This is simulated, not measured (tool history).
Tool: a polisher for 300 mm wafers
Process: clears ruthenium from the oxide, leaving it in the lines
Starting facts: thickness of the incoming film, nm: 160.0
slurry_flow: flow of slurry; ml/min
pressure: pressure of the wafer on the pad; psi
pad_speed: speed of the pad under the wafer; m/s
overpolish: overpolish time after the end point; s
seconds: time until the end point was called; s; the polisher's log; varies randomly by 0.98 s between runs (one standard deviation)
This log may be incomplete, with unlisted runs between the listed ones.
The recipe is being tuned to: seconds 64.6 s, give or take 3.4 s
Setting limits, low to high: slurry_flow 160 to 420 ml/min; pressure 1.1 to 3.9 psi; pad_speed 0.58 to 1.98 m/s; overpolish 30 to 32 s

run  hour  slurry_flow  pressure  pad_speed  overpolish  seconds
  1     0          270       2.5       1.28          30   100.24
  2   2.6          270       2.7       1.28          30   98.665
  3   6.3          270       2.9       1.32          30   90.582
  4   9.1          270       2.9       1.32          30   89.772
  5  14.5          270       2.6       1.32          30   97.006
  6  21.8          270       2.6       1.32          32   97.321
  7  29.6          270       2.8       1.34          32   91.549
  8  35.7          270         3       1.36          32   88.282
  9  41.5          270       3.1        1.4          32   80.451
 10  43.5          270       3.7       1.42          32   70.518

Which one of the following 4 next-run settings gets every result inside its allowed miss? There is exactly one.
  A  45.5          315       3.9       1.62          30        ?
  B  45.5          205       3.9       1.72          30        ?
  C  45.5          315       3.6       1.36          32        ?
  D  45.5          225       3.5        1.7          30        ?

move  seconds
   A   59.615
   B   59.719
   C   73.114
   D   64.897
A: moves the result that the last run missed by most past its target, out the other side
B: moves the result that the last run missed by most past its target, out the other side
C: its largest miss is bigger than the last run's
D: every result within its allowed miss
So the answer is move D, the one that meets all the targets.
